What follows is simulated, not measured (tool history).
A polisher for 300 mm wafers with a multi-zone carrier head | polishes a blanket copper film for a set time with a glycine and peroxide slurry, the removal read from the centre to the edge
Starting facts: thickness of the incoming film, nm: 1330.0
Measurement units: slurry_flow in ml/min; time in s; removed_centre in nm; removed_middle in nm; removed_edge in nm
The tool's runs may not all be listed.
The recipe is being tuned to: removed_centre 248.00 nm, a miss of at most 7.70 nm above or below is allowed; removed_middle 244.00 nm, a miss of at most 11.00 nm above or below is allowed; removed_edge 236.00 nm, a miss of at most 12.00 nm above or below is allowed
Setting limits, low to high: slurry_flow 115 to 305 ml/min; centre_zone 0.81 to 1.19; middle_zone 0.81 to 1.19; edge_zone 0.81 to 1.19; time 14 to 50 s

run    day  slurry_flow  centre_zone  middle_zone  edge_zone  time  removed_centre  removed_middle  removed_edge
  1  0.000          195         1.00         1.00       1.00    32          209.83          204.57        203.37
  2  0.138          195         1.00         1.08       1.00    32          205.49          221.13        206.02
  3  0.212          195         0.95         1.08       1.00    32          200.05          219.25        201.00
  4  0.346          200         0.97         1.08       1.01    32          203.20          226.43        202.48
  5  0.700          200         0.97         1.08       0.96    32          202.53          222.13        196.87
  6  0.867          205         0.99         1.08       0.97    32          207.72          220.29        202.73
  7  1.008          210         1.01         1.08       0.98    32          215.55          225.68        202.35
  8  1.075          215         1.02         1.08       1.00    32          217.04          230.92        200.73
  9  1.354          210         1.03         1.08       1.00    33          225.40          227.42        211.35
 10  1.608          210         1.03         1.08       1.01    33          227.13          226.46        206.36
 11  1.712          205         1.03         1.08       1.01    34          228.54          234.72        219.29
 12  2.062          205         1.04         1.08       1.01    34          233.72          236.88        218.05
 13  2.367          200         1.04         1.08       1.02    34          231.79          235.92        211.46
 14  2.454          205         1.03         1.07       1.02    34          232.60          233.96        221.23
 15  2.742          210         1.03         1.07       1.03    34          226.46          239.16        223.28

Exercise: of the 4 proposed moves below, exactly one satisfies all targets within the stated allowed misses. Which move is it?
  A  3.029          190         1.02         1.03       1.04    37               ?               ?             ?
  B  3.029          170         0.99         1.12       1.13    34               ?               ?             ?
  C  3.029          220         0.99         1.17       1.03    31               ?               ?             ?
  D  3.029          250         0.91         1.02       1.11    34               ?               ?             ?

move  removed_centre  removed_middle  removed_edge
   A          245.55          242.82        239.32
   B          216.05          236.71        226.92
   C          203.34          230.49        201.49
   D          207.55          227.73        232.03
A: each result inside its tolerance
B: misses by more than the last run did
C: misses by more than the last run did
D: misses by more than the last run did
Move A is the one to make.
